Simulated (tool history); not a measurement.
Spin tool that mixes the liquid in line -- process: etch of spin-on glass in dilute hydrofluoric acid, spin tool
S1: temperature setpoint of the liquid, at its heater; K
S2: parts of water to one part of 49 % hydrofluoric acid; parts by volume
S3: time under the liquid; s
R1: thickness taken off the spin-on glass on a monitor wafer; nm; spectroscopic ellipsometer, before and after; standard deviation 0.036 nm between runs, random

| run | day | S1 | S2 | S3 | R1 |
|---|---|---|---|---|---|
| 1 | 0.000 | 297.15 | 185 | 125 | 12.7970 |
| 2 | 0.029 | 296.15 | 190 | 125 | 12.0450 |
| 3 | 0.233 | 295.15 | 195 | 125 | 11.1690 |
| 4 | 0.567 | 295.15 | 165 | 125 | 13.6070 |
| 5 | 0.712 | 296.65 | 165 | 125 | 14.4580 |
| 6 | 0.842 | 295.65 | 170 | 125 | 13.3150 |
| 7 | 1.021 | 294.65 | 175 | 125 | 12.5480 |
| 8 | 1.158 | 294.15 | 180 | 125 | 11.7640 |
| 9 | 1.325 | 293.65 | 185 | 125 | 11.2760 |
| 10 | 1.571 | 293.15 | 190 | 125 | 10.6760 |
| 11 | 1.804 | 292.65 | 195 | 125 | 10.1170 |
| 12 | 2.142 | 292.65 | 195 | 125 | 10.1810 |

For run 13, what comes out?
| 13 | 2.467 | 292.15 | 195 | 125 | ? |

{"run 13": {"R1": 9.9733}}

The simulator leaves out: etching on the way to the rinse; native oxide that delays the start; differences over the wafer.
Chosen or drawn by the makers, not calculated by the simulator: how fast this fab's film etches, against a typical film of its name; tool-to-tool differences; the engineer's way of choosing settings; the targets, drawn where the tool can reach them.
